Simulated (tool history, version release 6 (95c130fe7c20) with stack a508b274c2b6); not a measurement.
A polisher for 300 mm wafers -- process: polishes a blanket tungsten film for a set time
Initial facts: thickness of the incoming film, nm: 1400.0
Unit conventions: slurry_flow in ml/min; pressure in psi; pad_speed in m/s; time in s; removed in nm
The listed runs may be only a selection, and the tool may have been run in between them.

run	hour	slurry_flow	pressure	pad_speed	slurry_solids	time	removed
1	0.0	225	3.7	1.30	1.0	44	244.44
2	8.5	265	3.7	1.30	1.0	44	245.71
3	11.1	265	3.8	1.30	1.0	44	251.77
4	16.8	265	3.9	1.30	1.0	44	260.37
5	19.4	265	3.9	1.58	1.0	44	304.04
6	20.2	215	3.9	1.58	1.0	44	296.43

Forecast run 7:
7	22.4	210	3.9	1.58	1.0	44	?

{"run 7": {"removed": 300.66}}

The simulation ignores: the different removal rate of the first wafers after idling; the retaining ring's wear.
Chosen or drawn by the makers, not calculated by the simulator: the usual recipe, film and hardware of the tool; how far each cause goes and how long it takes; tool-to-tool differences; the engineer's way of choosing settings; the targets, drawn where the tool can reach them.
